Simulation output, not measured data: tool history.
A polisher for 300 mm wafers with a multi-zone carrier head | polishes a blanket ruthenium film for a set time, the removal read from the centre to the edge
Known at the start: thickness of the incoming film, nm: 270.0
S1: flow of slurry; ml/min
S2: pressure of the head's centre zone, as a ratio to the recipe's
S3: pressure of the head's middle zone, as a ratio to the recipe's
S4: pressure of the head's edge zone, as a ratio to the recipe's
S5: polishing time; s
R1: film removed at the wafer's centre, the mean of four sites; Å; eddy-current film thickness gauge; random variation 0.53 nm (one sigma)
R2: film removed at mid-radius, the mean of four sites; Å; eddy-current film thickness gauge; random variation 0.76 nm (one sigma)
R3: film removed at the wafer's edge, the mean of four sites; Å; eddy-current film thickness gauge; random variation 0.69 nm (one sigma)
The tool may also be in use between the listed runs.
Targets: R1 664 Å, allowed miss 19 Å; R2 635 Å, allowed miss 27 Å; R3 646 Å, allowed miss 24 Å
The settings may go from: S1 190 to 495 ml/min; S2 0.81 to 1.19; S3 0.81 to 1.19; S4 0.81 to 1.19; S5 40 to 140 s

run 1 hour=0 | S1=320 S2=1 S3=1 S4=1 S5=90 | R1=692.27 R2=779.39 R3=765.49
run 2 hour=4.2 | S1=320 S2=1.04 S3=1 S4=1 S5=90 | R1=723.32 R2=762.55 R3=777.74
run 3 hour=6.1 | S1=320 S2=1.04 S3=1 S4=1 S5=106 | R1=865.04 R2=899.75 R3=904.46
run 4 hour=11.9 | S1=390 S2=1.04 S3=1 S4=1 S5=106 | R1=882.89 R2=895.23 R3=920.64
run 5 hour=14.8 | S1=390 S2=0.96 S3=1 S4=1 S5=106 | R1=788.99 R2=907.77 R3=925.91
run 6 hour=16.2 | S1=390 S2=0.96 S3=1 S4=0.96 S5=106 | R1=792.66 R2=919.66 R3=914.55
run 7 hour=21 | S1=390 S2=1 S3=0.98 S4=0.93 S5=97 | R1=774.17 R2=818.38 R3=815.57
run 8 hour=28.6 | S1=390 S2=1 S3=0.95 S4=0.9 S5=91 | R1=714.33 R2=744.65 R3=756.56
run 9 hour=31 | S1=385 S2=1.01 S3=0.94 S4=0.88 S5=87 | R1=690.7 R2=714.8 R3=718.2
run 10 hour=31.9 | S1=385 S2=1.02 S3=0.92 S4=0.86 S5=85 | R1=677.11 R2=663.91 R3=687.73
run 11 hour=35 | S1=380 S2=1.02 S3=0.92 S4=0.84 S5=84 | R1=670.74 R2=664.22 R3=682.95
run 12 hour=36.4 | S1=380 S2=1.03 S3=0.92 S4=0.83 S5=83 | R1=672.42 R2=651.98 R3=671.95

Which of these 5 next moves meets every target?
run A hour=37.8 | S1=330 S2=0.95 S3=0.88 S4=0.89 S5=90 | R1=? R2=? R3=?
run B hour=37.8 | S1=345 S2=1.08 S3=0.91 S4=0.85 S5=80 | R1=? R2=? R3=?
run C hour=37.8 | S1=405 S2=1.07 S3=0.84 S4=0.84 S5=82 | R1=? R2=? R3=?
run D hour=37.8 | S1=400 S2=1.02 S3=0.96 S4=0.84 S5=83 | R1=? R2=? R3=?
run E hour=37.8 | S1=335 S2=1.02 S3=0.87 S4=0.88 S5=87 | R1=? R2=? R3=?

move=A R1=657.81 R2=685.02 R3=742.69
move=B R1=668.96 R2=628.08 R3=649.57
move=C R1=688.27 R2=610.18 R3=669.72
move=D R1=663.55 R2=689.51 R3=676.33
move=E R1=684.43 R2=656.61 R3=715.44
A: further off than the last run
B: meets every target
C: brings the result that was furthest off to its target, and leaves another outside
D: further off than the last run
E: further off than the last run
Move B is the one to make.
